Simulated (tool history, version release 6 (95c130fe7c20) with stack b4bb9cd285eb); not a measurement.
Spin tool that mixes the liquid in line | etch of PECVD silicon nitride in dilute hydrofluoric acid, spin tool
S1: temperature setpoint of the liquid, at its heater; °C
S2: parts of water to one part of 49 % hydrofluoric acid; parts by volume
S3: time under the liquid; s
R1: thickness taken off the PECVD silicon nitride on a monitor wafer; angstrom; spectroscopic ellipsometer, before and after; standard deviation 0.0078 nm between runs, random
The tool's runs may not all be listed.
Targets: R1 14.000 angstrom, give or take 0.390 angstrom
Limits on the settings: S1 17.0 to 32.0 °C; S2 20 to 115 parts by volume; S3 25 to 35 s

| run | hour | S1 | S2 | S3 | R1 |
|---|---|---|---|---|---|
| 1 | 0.0 | 24.0 | 65 | 35 | 29.061 |
| 2 | 7.0 | 24.0 | 75 | 35 | 24.907 |
| 3 | 15.8 | 22.5 | 75 | 35 | 22.809 |
| 4 | 22.7 | 21.5 | 75 | 35 | 21.193 |
| 5 | 31.0 | 21.5 | 75 | 25 | 14.990 |
| 6 | 31.6 | 18.0 | 75 | 25 | 11.901 |
| 7 | 32.4 | 18.5 | 75 | 25 | 12.334 |
| 8 | 38.4 | 19.0 | 75 | 25 | 12.803 |
| 9 | 41.4 | 19.5 | 75 | 25 | 13.387 |

Below are 4 possible settings for the next run. Only one of them brings all results inside the allowed miss of their targets. Which is it?
| A | 44.4 | 19.0 | 75 | 25 | ? |
| B | 44.4 | 20.0 | 80 | 25 | ? |
| C | 44.4 | 20.5 | 80 | 25 | ? |
| D | 44.4 | 22.0 | 85 | 25 | ? |

| move | R1 |
|---|---|
| A | 12.607 |
| B | 12.684 |
| C | 13.125 |
| D | 13.695 |
A: the biggest miss grows against the last run
B: the biggest miss grows against the last run
C: the biggest miss grows against the last run
D: every result lands within tolerance
The move that meets every target is D.
